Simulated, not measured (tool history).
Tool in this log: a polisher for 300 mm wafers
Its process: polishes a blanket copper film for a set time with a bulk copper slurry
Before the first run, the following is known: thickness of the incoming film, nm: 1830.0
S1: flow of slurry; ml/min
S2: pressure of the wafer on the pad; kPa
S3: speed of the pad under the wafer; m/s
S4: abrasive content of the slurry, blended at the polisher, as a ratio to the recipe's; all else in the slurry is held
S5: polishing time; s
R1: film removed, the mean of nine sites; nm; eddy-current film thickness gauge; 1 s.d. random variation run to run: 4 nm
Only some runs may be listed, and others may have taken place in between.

run,day,S1,S2,S3,S4,S5,R1
1,0,255,22.8,1.04,1,25,311.47
2,0.292,255,24.1,1.04,1,25,329.09
3,0.492,255,24.1,1.04,1.1,25,337.42
4,0.612,255,25.5,1.04,1.1,25,353.9
5,0.958,305,25.5,1.04,1.1,25,364.74
6,1.171,305,26.2,1.04,1.1,25,375.13
7,1.392,305,26.9,1.04,1.1,25,382.35
8,1.542,305,27.6,1.04,1.1,25,387.48
9,1.896,305,28.3,1.04,1.1,25,393.32
10,1.958,310,29,1.04,1.1,25,408.09
11,2.112,310,29.6,1.04,1.1,25,427.85
12,2.396,310,30.3,1.04,1.1,25,428.23
13,2.65,310,31,1.04,1.1,25,435.81
14,2.912,315,31.7,1.04,1.1,25,443.85
15,2.942,320,32.4,1.04,1.1,25,456.77

Expected results for the next run?
16,3.088,325,32.4,1.04,1.1,25,?

R1: 466.43 nm
